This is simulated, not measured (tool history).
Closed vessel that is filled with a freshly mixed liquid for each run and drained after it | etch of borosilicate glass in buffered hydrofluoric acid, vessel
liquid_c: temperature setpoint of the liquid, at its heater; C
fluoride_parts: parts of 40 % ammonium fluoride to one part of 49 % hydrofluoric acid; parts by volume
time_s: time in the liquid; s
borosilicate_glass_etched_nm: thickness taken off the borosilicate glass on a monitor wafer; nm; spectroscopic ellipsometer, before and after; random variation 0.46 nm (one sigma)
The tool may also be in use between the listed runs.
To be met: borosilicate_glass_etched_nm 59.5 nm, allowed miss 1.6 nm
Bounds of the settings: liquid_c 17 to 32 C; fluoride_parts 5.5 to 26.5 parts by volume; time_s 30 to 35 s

run 1 hour=0 | liquid_c=24 fluoride_parts=16 time_s=35 | borosilicate_glass_etched_nm=28.247
run 2 hour=1.9 | liquid_c=24 fluoride_parts=16 time_s=30 | borosilicate_glass_etched_nm=24.12
run 3 hour=6.7 | liquid_c=22 fluoride_parts=16 time_s=30 | borosilicate_glass_etched_nm=21.669
run 4 hour=11.5 | liquid_c=22 fluoride_parts=16 time_s=35 | borosilicate_glass_etched_nm=24.968
run 5 hour=18.8 | liquid_c=24.5 fluoride_parts=14.5 time_s=35 | borosilicate_glass_etched_nm=31.788
run 6 hour=27.9 | liquid_c=24.5 fluoride_parts=14.5 time_s=35 | borosilicate_glass_etched_nm=31.366
run 7 hour=35.5 | liquid_c=26 fluoride_parts=13.5 time_s=35 | borosilicate_glass_etched_nm=36.703
run 8 hour=42.2 | liquid_c=27.5 fluoride_parts=13 time_s=35 | borosilicate_glass_etched_nm=41.658
run 9 hour=49 | liquid_c=28.5 fluoride_parts=12.5 time_s=35 | borosilicate_glass_etched_nm=44.899
run 10 hour=51.6 | liquid_c=29.5 fluoride_parts=12 time_s=35 | borosilicate_glass_etched_nm=49.849
run 11 hour=56.9 | liquid_c=30 fluoride_parts=12 time_s=35 | borosilicate_glass_etched_nm=51.069
run 12 hour=62.2 | liquid_c=30.5 fluoride_parts=12 time_s=35 | borosilicate_glass_etched_nm=51.977
run 13 hour=65.5 | liquid_c=31 fluoride_parts=12 time_s=35 | borosilicate_glass_etched_nm=53.273
run 14 hour=69.5 | liquid_c=31.5 fluoride_parts=11.5 time_s=35 | borosilicate_glass_etched_nm=57.116

4 next moves are on the table. One of them brings every result within its allowed miss. Which?
run A hour=73.5 | liquid_c=31.5 fluoride_parts=11 time_s=35 | borosilicate_glass_etched_nm=?
run B hour=73.5 | liquid_c=32 fluoride_parts=13 time_s=35 | borosilicate_glass_etched_nm=?
run C hour=73.5 | liquid_c=32 fluoride_parts=12 time_s=35 | borosilicate_glass_etched_nm=?
run D hour=73.5 | liquid_c=31.5 fluoride_parts=10 time_s=30 | borosilicate_glass_etched_nm=?

move=A borosilicate_glass_etched_nm=60.418
move=B borosilicate_glass_etched_nm=52.594
move=C borosilicate_glass_etched_nm=56.903
move=D borosilicate_glass_etched_nm=56.868
A: meets every target
B: further off than the last run
C: further off than the last run
D: further off than the last run
Move A is the one to make.
